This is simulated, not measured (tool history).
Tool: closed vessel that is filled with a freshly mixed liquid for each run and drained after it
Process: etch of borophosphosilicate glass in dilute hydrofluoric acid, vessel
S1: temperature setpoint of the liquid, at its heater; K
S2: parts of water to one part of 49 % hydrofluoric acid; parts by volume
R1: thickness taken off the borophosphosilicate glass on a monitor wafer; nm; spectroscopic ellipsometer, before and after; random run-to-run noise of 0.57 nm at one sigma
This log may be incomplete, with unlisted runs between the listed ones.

run 1 hour=0 | S1=298.15 S2=145 time_in_the_liquid_(s)=230 | R1=79.964
run 2 hour=2.7 | S1=296.65 S2=145 time_in_the_liquid_(s)=230 | R1=74.6
run 3 hour=10.1 | S1=296.65 S2=110 time_in_the_liquid_(s)=230 | R1=102.34
run 4 hour=15.9 | S1=295.15 S2=120 time_in_the_liquid_(s)=230 | R1=86.045
run 5 hour=24.2 | S1=295.15 S2=120 time_in_the_liquid_(s)=230 | R1=87.89
run 6 hour=27.3 | S1=295.15 S2=80 time_in_the_liquid_(s)=230 | R1=138.9
run 7 hour=34.1 | S1=294.15 S2=95 time_in_the_liquid_(s)=230 | R1=109.96
run 8 hour=41.4 | S1=293.15 S2=105 time_in_the_liquid_(s)=230 | R1=95.505
run 9 hour=46.9 | S1=292.65 S2=115 time_in_the_liquid_(s)=230 | R1=83.75

Predict the results of run 10:
run 10 hour=48.8 | S1=292.15 S2=120 time_in_the_liquid_(s)=230 | R1=?

R1: 79.396 nm
